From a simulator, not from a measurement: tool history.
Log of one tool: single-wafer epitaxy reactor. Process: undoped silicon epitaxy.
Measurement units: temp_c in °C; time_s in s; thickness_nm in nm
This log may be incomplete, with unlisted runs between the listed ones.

run,hour,temp_c,time_s,thickness_nm
1,0.0,650,519,78.983
2,6.6,650,467,71.468
3,14.9,658,467,85.760
4,16.9,654,465,77.730
5,18.0,654,410,68.794
6,24.7,654,465,77.566
7,28.4,651,464,72.706
8,34.6,648,463,66.847
9,41.4,646,462,63.627
10,46.1,644,461,60.724
11,50.7,643,460,58.565
12,54.9,642,460,56.907
13,57.9,641,460,55.856
14,62.6,640,460,54.281
15,70.7,639,460,53.244
16,77.8,638,460,51.748
17,78.4,633,458,45.559

Expected results for the next run?
18,83.1,633,458,?

{"run 18": {"thickness_nm": 45.691}}
